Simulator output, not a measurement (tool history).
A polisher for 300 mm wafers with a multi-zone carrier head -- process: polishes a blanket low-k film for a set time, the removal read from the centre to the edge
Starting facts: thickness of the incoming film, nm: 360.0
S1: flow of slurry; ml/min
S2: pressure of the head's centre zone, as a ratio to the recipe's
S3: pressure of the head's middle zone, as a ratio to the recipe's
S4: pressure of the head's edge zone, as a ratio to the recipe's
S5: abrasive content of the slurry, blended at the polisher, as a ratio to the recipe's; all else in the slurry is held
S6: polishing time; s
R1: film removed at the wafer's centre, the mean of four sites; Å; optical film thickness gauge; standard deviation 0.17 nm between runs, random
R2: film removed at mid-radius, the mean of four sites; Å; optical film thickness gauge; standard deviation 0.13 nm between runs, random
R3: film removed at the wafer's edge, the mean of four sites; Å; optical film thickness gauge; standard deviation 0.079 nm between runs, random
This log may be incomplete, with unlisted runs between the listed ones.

{"run": 1, "hour": 0.0, "S1": 190, "S2": 1.0, "S3": 1.0, "S4": 1.0, "S5": 1.0, "S6": 68, "R1": 265.3, "R2": 245.22, "R3": 240.7}
{"run": 2, "hour": 3.3, "S1": 180, "S2": 0.97, "S3": 0.97, "S4": 0.96, "S5": 0.85, "S6": 58, "R1": 209.0, "R2": 188.43, "R3": 187.93}
{"run": 3, "hour": 4.4, "S1": 145, "S2": 0.97, "S3": 0.97, "S4": 0.96, "S5": 0.85, "S6": 58, "R1": 201.45, "R2": 184.96, "R3": 183.18}
{"run": 4, "hour": 12.1, "S1": 140, "S2": 0.94, "S3": 0.95, "S4": 0.94, "S5": 0.75, "S6": 52, "R1": 170.37, "R2": 156.08, "R3": 156.47}
{"run": 5, "hour": 13.8, "S1": 135, "S2": 0.91, "S3": 0.93, "S4": 0.92, "S5": 0.65, "S6": 48, "R1": 145.24, "R2": 131.87, "R3": 138.1}
{"run": 6, "hour": 20.4, "S1": 135, "S2": 0.91, "S3": 0.93, "S4": 0.92, "S5": 0.75, "S6": 48, "R1": 148.4, "R2": 138.28, "R3": 142.37}
{"run": 7, "hour": 23.0, "S1": 130, "S2": 0.9, "S3": 0.93, "S4": 0.89, "S5": 0.65, "S6": 46, "R1": 133.82, "R2": 124.65, "R3": 129.01}

Forecast run 8:
{"run": 8, "hour": 32.0, "S1": 135, "S2": 0.9, "S3": 0.94, "S4": 0.83, "S5": 0.5, "S6": 41, "R1": "?", "R2": "?", "R3": "?"}

R1: 112.96 Å
R2: 108.27 Å
R3: 103.87 Å
